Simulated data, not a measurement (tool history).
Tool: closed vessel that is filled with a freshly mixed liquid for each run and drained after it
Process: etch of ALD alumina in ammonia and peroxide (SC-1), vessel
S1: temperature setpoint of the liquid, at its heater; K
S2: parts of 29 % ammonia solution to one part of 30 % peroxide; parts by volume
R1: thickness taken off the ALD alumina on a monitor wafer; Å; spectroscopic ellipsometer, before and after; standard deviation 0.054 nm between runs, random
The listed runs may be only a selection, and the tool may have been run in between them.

run 1 hour=0 | S1=320.15 S2=0.8 time_in_the_liquid_(s)=285 | R1=195
run 2 hour=2.7 | S1=320.15 S2=1.05 time_in_the_liquid_(s)=285 | R1=200.56
run 3 hour=7.9 | S1=320.15 S2=1.05 time_in_the_liquid_(s)=285 | R1=201.36
run 4 hour=15.3 | S1=319.15 S2=1.05 time_in_the_liquid_(s)=285 | R1=189.84
run 5 hour=18.3 | S1=319.15 S2=1.2 time_in_the_liquid_(s)=285 | R1=190.74
run 6 hour=22.4 | S1=319.15 S2=1.2 time_in_the_liquid_(s)=285 | R1=192.3
run 7 hour=31.4 | S1=318.15 S2=1.2 time_in_the_liquid_(s)=285 | R1=181.02
run 8 hour=35.6 | S1=317.65 S2=1.2 time_in_the_liquid_(s)=285 | R1=175.08
run 9 hour=43.7 | S1=317.65 S2=1.2 time_in_the_liquid_(s)=285 | R1=175.53
run 10 hour=53.1 | S1=317.15 S2=1.2 time_in_the_liquid_(s)=285 | R1=171.94

Expected results for the next run?
-- hour=55.1 new drum of ammonia solution connected
run 11 hour=55.1 | S1=316.65 S2=1.2 time_in_the_liquid_(s)=285 | R1=?

Run 11 produced R1 168.34 Å.
